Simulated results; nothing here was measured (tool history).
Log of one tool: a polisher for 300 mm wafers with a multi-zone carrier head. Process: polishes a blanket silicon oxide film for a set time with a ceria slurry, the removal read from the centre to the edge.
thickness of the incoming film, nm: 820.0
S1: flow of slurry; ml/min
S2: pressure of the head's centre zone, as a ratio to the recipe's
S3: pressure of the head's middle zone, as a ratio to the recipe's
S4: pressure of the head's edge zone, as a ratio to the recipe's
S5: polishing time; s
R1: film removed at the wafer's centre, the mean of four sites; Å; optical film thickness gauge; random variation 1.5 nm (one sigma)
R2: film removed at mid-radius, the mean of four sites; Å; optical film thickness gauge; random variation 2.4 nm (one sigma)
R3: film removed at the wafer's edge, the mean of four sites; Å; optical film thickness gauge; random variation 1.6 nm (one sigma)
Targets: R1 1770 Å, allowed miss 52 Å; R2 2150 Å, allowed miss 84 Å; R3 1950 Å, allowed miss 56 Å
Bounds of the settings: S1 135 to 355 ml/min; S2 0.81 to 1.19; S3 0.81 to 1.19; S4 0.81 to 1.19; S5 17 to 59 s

run	hour	S1	S2	S3	S4	S5	R1	R2	R3
1	0	225	1	1	1	38	1672.2	1664.7	1634.5
2	4	225	1	1	0.94	38	1677.3	1648.1	1595.6
3	7.1	225	0.97	1	0.94	38	1652.1	1660.8	1589.1
4	9.3	225	0.9	1	0.94	38	1526.4	1667.9	1583.1
5	16.6	275	0.9	1	0.94	38	1559.4	1684.8	1624
6	18.8	280	0.91	1.03	0.97	39	1610.6	1772.4	1711.2
7	22.9	280	0.91	1.05	0.98	40	1622.4	1912.1	1732.1
8	29.3	315	0.94	1.06	1.08	43	1877.2	2042	1976.2
9	31.1	310	0.93	1.07	1.08	43	1825.2	2074.5	1959.3

4 next moves are on the table. One of them brings every result within its allowed miss. Which?
A	32.9	350	0.87	1.07	1.02	44	?	?	?
B	32.9	300	0.97	1.13	1.06	42	?	?	?
C	32.9	235	0.94	1.19	0.89	45	?	?	?
D	32.9	240	0.98	1.19	1.05	41	?	?	?

move	R1	R2	R3
A	1786.9	2160	1973.7
B	1865.5	2128.3	1891.2
C	1879.1	2317.7	1849.5
D	1788	2116.7	1801.7
A: meets every target
B: further off than the last run
C: further off than the last run
D: brings the result that was furthest off to its target, and leaves another outside
Move A is the one to make.
